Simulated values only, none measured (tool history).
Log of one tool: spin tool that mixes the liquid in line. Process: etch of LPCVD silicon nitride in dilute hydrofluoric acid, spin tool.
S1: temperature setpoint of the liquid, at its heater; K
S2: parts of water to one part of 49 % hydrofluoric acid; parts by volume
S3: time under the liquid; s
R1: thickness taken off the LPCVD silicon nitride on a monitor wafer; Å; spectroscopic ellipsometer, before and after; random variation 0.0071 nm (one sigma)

run	hour	S1	S2	S3	R1
1	0	298.15	60	95	8.1478
2	4.5	300.65	60	95	9.8623
3	6.7	299.15	65	95	8.0579
4	14.2	299.15	65	95	7.832
5	19.7	298.15	70	95	6.9429
6	24.7	297.15	75	95	5.953
7	29.1	296.15	75	95	5.9054
8	37.9	296.15	75	95	5.4439
9	45.3	295.15	75	95	5.3428

Run 10 comes next. What will it give?
10	47	294.65	80	95	?

{"run 10": {"R1": 4.8112}}
